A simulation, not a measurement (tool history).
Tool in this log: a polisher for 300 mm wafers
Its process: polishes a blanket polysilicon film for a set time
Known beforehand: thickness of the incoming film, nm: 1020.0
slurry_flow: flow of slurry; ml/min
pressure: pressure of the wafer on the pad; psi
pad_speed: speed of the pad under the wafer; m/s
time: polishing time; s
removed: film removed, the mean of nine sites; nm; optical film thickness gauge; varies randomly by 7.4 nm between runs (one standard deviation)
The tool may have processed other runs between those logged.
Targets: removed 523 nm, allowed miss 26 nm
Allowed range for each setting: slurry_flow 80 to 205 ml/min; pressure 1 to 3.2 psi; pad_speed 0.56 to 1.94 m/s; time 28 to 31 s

run 1 day=0 | slurry_flow=135 pressure=2.1 pad_speed=1.24 time=31 | removed=259.97
run 2 day=0.271 | slurry_flow=140 pressure=2.5 pad_speed=1.3 time=31 | removed=319.17
run 3 day=0.308 | slurry_flow=140 pressure=2.7 pad_speed=1.38 time=31 | removed=368.66
run 4 day=0.558 | slurry_flow=140 pressure=2.7 pad_speed=1.56 time=31 | removed=411.73
run 5 day=0.779 | slurry_flow=140 pressure=2.7 pad_speed=1.56 time=31 | removed=413.59
run 6 day=0.833 | slurry_flow=140 pressure=2.7 pad_speed=1.3 time=31 | removed=342.66
run 7 day=1.117 | slurry_flow=140 pressure=2.7 pad_speed=1.3 time=31 | removed=349.33
run 8 day=1.329 | slurry_flow=140 pressure=2.9 pad_speed=1.38 time=31 | removed=391.78
run 9 day=1.533 | slurry_flow=145 pressure=3 pad_speed=1.46 time=31 | removed=427.35
run 10 day=1.588 | slurry_flow=145 pressure=3 pad_speed=1.46 time=31 | removed=436.51
run 11 day=1.708 | slurry_flow=145 pressure=3.1 pad_speed=1.5 time=31 | removed=457.41
run 12 day=2.062 | slurry_flow=145 pressure=3.1 pad_speed=1.5 time=31 | removed=458.16
run 13 day=2.325 | slurry_flow=145 pressure=3.1 pad_speed=1.54 time=31 | removed=460.44
run 14 day=2.425 | slurry_flow=145 pressure=3.1 pad_speed=1.58 time=31 | removed=491.35

Consider the 5 candidate settings below. Which is the only one whose results all fall within their allowed miss of target?
run A day=2.525 | slurry_flow=160 pressure=3.1 pad_speed=1.48 time=31 | removed=?
run B day=2.525 | slurry_flow=150 pressure=2.9 pad_speed=1.86 time=28 | removed=?
run C day=2.525 | slurry_flow=135 pressure=3.2 pad_speed=1.66 time=31 | removed=?
run D day=2.525 | slurry_flow=165 pressure=3 pad_speed=1.66 time=28 | removed=?
run E day=2.525 | slurry_flow=145 pressure=3.1 pad_speed=1.7 time=28 | removed=?

move=A removed=468.51
move=B removed=489.98
move=C removed=523.58
move=D removed=460.77
move=E removed=475.92
A: moves away from the targets compared with the last run
B: about the same distance from the targets as the last run
C: hits every target within its allowed miss
D: moves away from the targets compared with the last run
E: moves away from the targets compared with the last run
Answer: C
